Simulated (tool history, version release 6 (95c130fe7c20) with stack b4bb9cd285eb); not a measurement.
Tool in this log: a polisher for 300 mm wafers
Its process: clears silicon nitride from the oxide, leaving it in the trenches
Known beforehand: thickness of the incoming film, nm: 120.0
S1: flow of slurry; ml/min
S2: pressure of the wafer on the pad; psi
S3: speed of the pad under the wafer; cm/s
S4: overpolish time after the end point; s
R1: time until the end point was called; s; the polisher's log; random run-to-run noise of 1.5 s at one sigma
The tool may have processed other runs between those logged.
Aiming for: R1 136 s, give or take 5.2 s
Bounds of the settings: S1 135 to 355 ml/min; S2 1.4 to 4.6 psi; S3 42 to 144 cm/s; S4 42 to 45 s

run,hour,S1,S2,S3,S4,R1
1,0,225,3,92,42,167.75
2,7,280,3,92,42,165.93
3,13.2,280,3.2,92,42,154.64
4,21.3,240,3.2,92,42,156.89
5,23,190,3.2,92,42,161.44
6,28.6,190,3.3,92,42,155.34
7,37.3,190,3.4,92,42,152.58
8,45.8,190,3.5,92,42,149.9

Which of these 4 next moves meets every target?
A,54.3,175,3.2,102,42,?
B,54.3,210,3.2,94,45,?
C,54.3,215,3.9,98,45,?
D,54.3,145,4.1,92,45,?

move,R1
A,153.42
B,158.88
C,126.44
D,135.46
A: further off than the last run
B: further off than the last run
C: pushes the last run's worst result past its target
D: hits every target within its allowed miss
Move D is the one to make.

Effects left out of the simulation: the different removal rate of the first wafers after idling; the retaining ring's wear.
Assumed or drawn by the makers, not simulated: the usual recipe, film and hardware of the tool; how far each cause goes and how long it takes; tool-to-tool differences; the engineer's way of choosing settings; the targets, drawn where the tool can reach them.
